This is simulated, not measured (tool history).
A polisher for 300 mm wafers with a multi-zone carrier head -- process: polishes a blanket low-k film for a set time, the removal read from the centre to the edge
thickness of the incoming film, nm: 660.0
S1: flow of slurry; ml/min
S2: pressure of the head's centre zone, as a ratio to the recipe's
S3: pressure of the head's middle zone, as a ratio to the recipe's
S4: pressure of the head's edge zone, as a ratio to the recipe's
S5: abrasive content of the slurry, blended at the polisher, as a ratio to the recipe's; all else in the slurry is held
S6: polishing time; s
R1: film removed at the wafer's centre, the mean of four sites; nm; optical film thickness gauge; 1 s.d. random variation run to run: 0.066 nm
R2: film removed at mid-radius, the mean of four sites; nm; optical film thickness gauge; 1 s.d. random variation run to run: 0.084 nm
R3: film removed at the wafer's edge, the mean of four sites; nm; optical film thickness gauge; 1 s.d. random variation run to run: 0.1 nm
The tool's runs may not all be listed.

run	hour	S1	S2	S3	S4	S5	S6	R1	R2	R3
1	0	150	1	1	1	1	33	14.703	15.183	14.765
2	4.7	150	1	1	1	0.9	33	14.388	14.544	14.099
3	12	145	0.97	1.01	1	0.85	31	12.38	13.056	12.738
4	13.8	130	0.97	1.01	1	0.85	31	12.299	12.792	12.399
5	14.6	130	0.94	1.01	1	0.85	31	11.579	12.848	12.701
6	23.4	130	0.94	1.01	1	0.7	31	10.403	11.332	11.302
7	27.1	130	0.93	1.02	0.98	0.65	30	9.698	10.802	10.302
8	34.6	125	0.91	1.02	0.97	0.65	30	9.2647	10.821	10.222
9	35.9	125	0.9	1.01	0.95	0.65	30	9.3389	10.472	10.268
10	42.9	110	0.83	1.11	0.93	0.5	22	4.9396	6.6816	6.02

Run 11, settings as shown, results not yet in. Your forecast:
11	46.5	120	0.83	1.11	0.94	0.5	22	?	?	?

{"run 11": {"R1": 5.1713, "R2": 6.8113, "R3": 6.1909}}
